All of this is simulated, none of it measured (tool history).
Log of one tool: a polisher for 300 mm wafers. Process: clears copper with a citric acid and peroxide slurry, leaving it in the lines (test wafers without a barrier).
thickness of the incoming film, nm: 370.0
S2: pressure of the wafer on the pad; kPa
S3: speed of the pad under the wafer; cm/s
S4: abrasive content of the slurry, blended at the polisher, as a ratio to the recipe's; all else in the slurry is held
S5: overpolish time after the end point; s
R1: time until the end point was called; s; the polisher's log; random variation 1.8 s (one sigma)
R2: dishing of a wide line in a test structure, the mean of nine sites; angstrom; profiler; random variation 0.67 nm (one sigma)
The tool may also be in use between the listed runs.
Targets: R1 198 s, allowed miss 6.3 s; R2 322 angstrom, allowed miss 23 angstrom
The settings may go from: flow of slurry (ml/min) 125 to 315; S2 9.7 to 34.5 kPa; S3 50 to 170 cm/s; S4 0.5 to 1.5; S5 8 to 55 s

run 1 hour=0 | flow_of_slurry_(ml/min)=205 S2=22.1 S3=110 S4=1 S5=28 | R1=135.84 R2=520.45
run 2 hour=1.9 | flow_of_slurry_(ml/min)=180 S2=22.1 S3=110 S4=1 S5=28 | R1=139.33 R2=519.95
run 3 hour=4.2 | flow_of_slurry_(ml/min)=180 S2=22.1 S3=110 S4=1.2 S5=28 | R1=130.86 R2=553.4
run 4 hour=8.3 | flow_of_slurry_(ml/min)=180 S2=22.1 S3=110 S4=1.1 S5=28 | R1=134.92 R2=513.17
run 5 hour=9.8 | flow_of_slurry_(ml/min)=180 S2=20 S3=110 S4=1.1 S5=28 | R1=145.43 R2=509.41
run 6 hour=18 | flow_of_slurry_(ml/min)=180 S2=17.9 S3=110 S4=1.1 S5=25 | R1=156.12 R2=426.02
run 7 hour=23.1 | flow_of_slurry_(ml/min)=175 S2=15.9 S3=110 S4=1.1 S5=24 | R1=172.2 R2=384.51
run 8 hour=25.2 | flow_of_slurry_(ml/min)=170 S2=14.5 S3=110 S4=1.1 S5=23 | R1=180.9 R2=345.31
run 9 hour=29.4 | flow_of_slurry_(ml/min)=170 S2=13.8 S3=110 S4=1.1 S5=23 | R1=186.98 R2=341.32

4 next moves are on the table. One of them brings every result within its allowed miss. Which?
run A hour=33.6 | flow_of_slurry_(ml/min)=150 S2=12.4 S3=126 S4=1.25 S5=23 | R1=? R2=?
run B hour=33.6 | flow_of_slurry_(ml/min)=135 S2=15.2 S3=110 S4=1.1 S5=22 | R1=? R2=?
run C hour=33.6 | flow_of_slurry_(ml/min)=165 S2=15.2 S3=114 S4=1.35 S5=22 | R1=? R2=?
run D hour=33.6 | flow_of_slurry_(ml/min)=195 S2=10.3 S3=116 S4=1.3 S5=23 | R1=? R2=?

move=A R1=173.76 R2=359.06
move=B R1=180.78 R2=337.14
move=C R1=162.74 R2=368.3
move=D R1=200.42 R2=316.64
A: further off than the last run
B: further off than the last run
C: further off than the last run
D: meets every target
Answer: D
